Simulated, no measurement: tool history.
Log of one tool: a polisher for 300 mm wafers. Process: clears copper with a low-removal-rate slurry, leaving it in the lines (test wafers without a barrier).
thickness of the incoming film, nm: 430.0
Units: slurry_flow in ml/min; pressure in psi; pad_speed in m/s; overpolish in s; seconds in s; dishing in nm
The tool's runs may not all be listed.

| run | hour | slurry_flow | pressure | pad_speed | slurry_solids | overpolish | seconds | dishing |
|---|---|---|---|---|---|---|---|---|
| 1 | 0.0 | 255 | 3.3 | 1.12 | 1.0 | 12 | 119.87 | 31.071 |
| 2 | 2.1 | 255 | 3.3 | 1.12 | 1.0 | 11 | 121.17 | 28.979 |
| 3 | 10.8 | 255 | 2.7 | 1.12 | 1.0 | 11 | 133.51 | 25.206 |
| 4 | 17.4 | 255 | 2.0 | 1.12 | 1.0 | 11 | 158.45 | 22.496 |
| 5 | 18.0 | 255 | 2.0 | 1.12 | 1.2 | 11 | 148.61 | 23.303 |
| 6 | 22.4 | 255 | 2.0 | 1.12 | 1.2 | 9 | 145.13 | 19.797 |
| 7 | 28.4 | 255 | 2.1 | 1.12 | 1.2 | 9 | 146.37 | 19.917 |

Forecast run 8:
| 8 | 32.9 | 255 | 2.2 | 1.12 | 1.2 | 9 | ? | ? |

seconds: 140.27 s
dishing: 20.577 nm
